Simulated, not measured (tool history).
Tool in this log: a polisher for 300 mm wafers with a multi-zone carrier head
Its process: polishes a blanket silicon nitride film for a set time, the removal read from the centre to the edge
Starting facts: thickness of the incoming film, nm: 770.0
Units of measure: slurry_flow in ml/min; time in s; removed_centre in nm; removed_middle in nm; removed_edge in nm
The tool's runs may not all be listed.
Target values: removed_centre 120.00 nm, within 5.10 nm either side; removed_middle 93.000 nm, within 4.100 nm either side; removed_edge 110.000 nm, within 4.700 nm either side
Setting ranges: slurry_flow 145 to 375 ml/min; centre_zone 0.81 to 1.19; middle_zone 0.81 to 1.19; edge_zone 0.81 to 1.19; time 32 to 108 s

run 1 day=0.000 | slurry_flow=240 centre_zone=1.00 middle_zone=1.00 edge_zone=1.00 time=70 | removed_centre=135.25 removed_middle=141.540 removed_edge=134.190
run 2 day=0.333 | slurry_flow=235 centre_zone=1.02 middle_zone=0.96 edge_zone=1.01 time=67 | removed_centre=135.85 removed_middle=129.560 removed_edge=133.010
run 3 day=0.633 | slurry_flow=230 centre_zone=1.02 middle_zone=0.94 edge_zone=0.99 time=64 | removed_centre=128.32 removed_middle=122.210 removed_edge=123.430
run 4 day=0.867 | slurry_flow=210 centre_zone=1.02 middle_zone=0.94 edge_zone=0.99 time=64 | removed_centre=124.34 removed_middle=119.630 removed_edge=122.390
run 5 day=0.954 | slurry_flow=210 centre_zone=1.07 middle_zone=0.94 edge_zone=0.99 time=64 | removed_centre=131.02 removed_middle=119.580 removed_edge=123.260
run 6 day=1.192 | slurry_flow=210 centre_zone=1.14 middle_zone=0.94 edge_zone=0.99 time=64 | removed_centre=141.04 removed_middle=118.140 removed_edge=122.450
run 7 day=1.483 | slurry_flow=185 centre_zone=1.11 middle_zone=0.84 edge_zone=1.02 time=54 | removed_centre=115.16 removed_middle=90.690 removed_edge=103.940
run 8 day=1.671 | slurry_flow=190 centre_zone=1.11 middle_zone=0.84 edge_zone=1.03 time=54 | removed_centre=114.68 removed_middle=89.383 removed_edge=104.640
run 9 day=1.846 | slurry_flow=195 centre_zone=1.11 middle_zone=0.84 edge_zone=1.04 time=54 | removed_centre=112.82 removed_middle=91.340 removed_edge=107.230

Below are 5 possible settings for the next run. Only one of them brings all results inside the allowed miss of their targets. Which is it?
run A day=2.021 | slurry_flow=200 centre_zone=0.95 middle_zone=0.88 edge_zone=1.19 time=59 | removed_centre=? removed_middle=? removed_edge=?
run B day=2.021 | slurry_flow=145 centre_zone=1.19 middle_zone=0.89 edge_zone=0.93 time=62 | removed_centre=? removed_middle=? removed_edge=?
run C day=2.021 | slurry_flow=190 centre_zone=1.09 middle_zone=0.81 edge_zone=1.01 time=57 | removed_centre=? removed_middle=? removed_edge=?
run D day=2.021 | slurry_flow=145 centre_zone=1.16 middle_zone=0.90 edge_zone=0.91 time=63 | removed_centre=? removed_middle=? removed_edge=?
run E day=2.021 | slurry_flow=300 centre_zone=1.07 middle_zone=0.89 edge_zone=0.92 time=52 | removed_centre=? removed_middle=? removed_edge=?

move=A removed_centre=107.46 removed_middle=104.210 removed_edge=123.130
move=B removed_centre=133.40 removed_middle=104.690 removed_edge=110.130
move=C removed_centre=118.19 removed_middle=93.310 removed_edge=109.000
move=D removed_centre=132.13 removed_middle=107.390 removed_edge=110.770
move=E removed_centre=112.63 removed_middle=97.222 removed_edge=99.057
A: misses by more than the last run did
B: pushes the last run's worst result past its target
C: every result within its allowed miss
D: pushes the last run's worst result past its target
E: misses by more than the last run did
Go with C: it meets all targets.

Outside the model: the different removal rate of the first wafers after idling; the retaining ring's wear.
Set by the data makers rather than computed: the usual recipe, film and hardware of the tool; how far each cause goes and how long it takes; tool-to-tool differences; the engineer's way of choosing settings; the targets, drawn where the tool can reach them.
